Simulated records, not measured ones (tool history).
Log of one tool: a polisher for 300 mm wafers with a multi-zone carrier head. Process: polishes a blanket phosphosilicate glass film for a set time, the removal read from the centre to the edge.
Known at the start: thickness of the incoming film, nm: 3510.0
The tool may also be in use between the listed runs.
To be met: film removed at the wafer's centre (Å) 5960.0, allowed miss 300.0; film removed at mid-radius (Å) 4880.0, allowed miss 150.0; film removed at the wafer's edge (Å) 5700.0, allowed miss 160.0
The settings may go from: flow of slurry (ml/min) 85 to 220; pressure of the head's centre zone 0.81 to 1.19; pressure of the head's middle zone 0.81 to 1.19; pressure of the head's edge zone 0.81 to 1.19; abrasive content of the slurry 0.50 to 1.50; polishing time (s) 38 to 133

run	day	flow of slurry (ml/min)	pressure of the head's centre zone	pressure of the head's middle zone	pressure of the head's edge zone	abrasive content of the slurry	polishing time (s)	film removed at the wafer's centre (Å)	film removed at mid-radius (Å)	film removed at the wafer's edge (Å)
1	0.000	140	1.00	1.00	1.00	1.00	85	7092.2	7110.6	7027.0
2	0.196	140	1.00	1.00	1.05	1.00	85	7320.3	7020.1	7123.2
3	0.338	115	1.00	1.00	1.05	1.00	85	7147.1	6979.5	7107.7
4	0.467	115	1.00	1.00	1.05	1.00	103	8593.9	8462.9	8506.7
5	0.496	115	1.01	0.97	1.05	0.90	100	7920.5	7578.2	7929.1
6	0.721	115	1.01	0.97	1.05	0.80	100	7359.4	7053.3	7520.7
7	1.075	115	1.03	0.95	1.03	0.75	98	7221.3	6561.3	7027.0
8	1.379	110	1.03	0.93	1.01	0.70	98	6864.6	6225.5	6662.3
9	1.621	105	1.03	0.91	1.00	0.65	98	6405.8	5818.7	6286.6
10	1.858	105	1.04	0.89	1.00	0.65	98	6510.6	5725.0	6297.2
11	2.217	100	1.04	0.87	1.00	0.65	98	6568.9	5596.0	6253.8
12	2.421	100	1.04	0.87	1.00	0.65	98	6591.0	5533.3	6198.5
13	2.638	100	1.03	0.86	1.00	0.65	98	6435.3	5549.9	6242.0
14	2.700	100	1.03	0.85	1.00	0.65	98	6509.8	5356.7	6204.1
15	2.975	100	1.03	0.84	0.99	0.65	98	6399.9	5286.2	6235.9
16	3.296	90	1.04	0.82	0.90	0.50	98	5379.8	4393.8	5022.1
17	3.392	90	1.04	0.82	0.90	0.50	98	5338.1	4380.8	5017.9
18	3.617	100	1.04	0.82	0.91	0.50	98	5377.5	4564.1	5025.1
19	3.783	100	1.04	0.83	0.93	0.50	98	5341.8	4479.3	5096.2
20	3.983	100	1.05	0.84	0.95	0.50	98	5503.9	4602.8	5168.2
21	4.233	100	1.05	0.84	0.97	0.50	98	5414.2	4551.8	5224.5
22	4.492	100	1.06	0.85	0.99	0.50	98	5460.0	4538.5	5245.5
23	4.746	105	1.06	0.85	1.00	0.50	98	5675.5	4591.2	5298.2
24	4.883	105	1.06	0.86	1.01	0.50	98	5723.0	4704.0	5303.0
25	5.083	105	1.06	0.86	1.03	0.50	98	5707.8	4666.0	5336.4
26	5.442	105	1.06	0.86	1.04	0.50	98	5567.4	4651.8	5391.1
27	5.696	105	1.07	0.86	1.05	0.50	98	5664.9	4642.9	5448.4
28	6.067	105	1.07	0.87	1.06	0.50	98	5643.5	4639.3	5414.2
29	6.146	110	1.07	0.87	1.07	0.50	98	5632.9	4803.4	5521.4

5 next moves are on the table. One of them brings every result within its allowed miss. Which?
A	6.225	150	1.03	0.97	1.06	0.50	91	?	?	?
B	6.225	110	1.06	0.85	1.06	0.55	97	?	?	?
C	6.225	120	0.96	0.87	1.14	0.50	99	?	?	?
D	6.225	105	1.07	0.86	0.96	0.55	94	?	?	?
E	6.225	125	0.96	0.89	1.14	0.50	96	?	?	?

move	film removed at the wafer's centre (Å)	film removed at mid-radius (Å)	film removed at the wafer's edge (Å)
A	5410.0	4997.3	5188.3
B	5996.5	4855.4	5713.5
C	5277.1	4805.2	5694.9
D	5817.1	4715.8	5290.0
E	5154.5	4777.8	5545.3
A: further off than the last run
B: meets every target
C: brings the result that was furthest off to its target, and leaves another outside
D: further off than the last run
E: brings the result that was furthest off to its target, and leaves another outside
Answer: B

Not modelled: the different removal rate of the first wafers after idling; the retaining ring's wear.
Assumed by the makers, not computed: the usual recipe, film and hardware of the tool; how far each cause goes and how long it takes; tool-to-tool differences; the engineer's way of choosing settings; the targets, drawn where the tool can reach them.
